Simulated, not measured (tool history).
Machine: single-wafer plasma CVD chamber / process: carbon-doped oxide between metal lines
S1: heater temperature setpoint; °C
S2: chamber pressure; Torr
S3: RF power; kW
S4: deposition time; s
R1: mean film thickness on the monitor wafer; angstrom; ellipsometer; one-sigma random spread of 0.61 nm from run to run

run	hour	S1	S2	S3	S4	R1
1	0	330	6.2	0.61	16	877.9
2	5.1	337	6.2	0.61	16	855.25
3	13.9	337	6.2	0.645	16	902.19
4	22.9	337	7.09	0.645	16	899.34
5	23.7	337	7.09	0.69	16	945.37
6	26.1	336	7.1	0.7	16	967.71

Run 7 has not been measured yet. What should we expect?
7	29.3	335	7.12	0.705	16	?

Run 7 measured R1 975.28 angstrom.
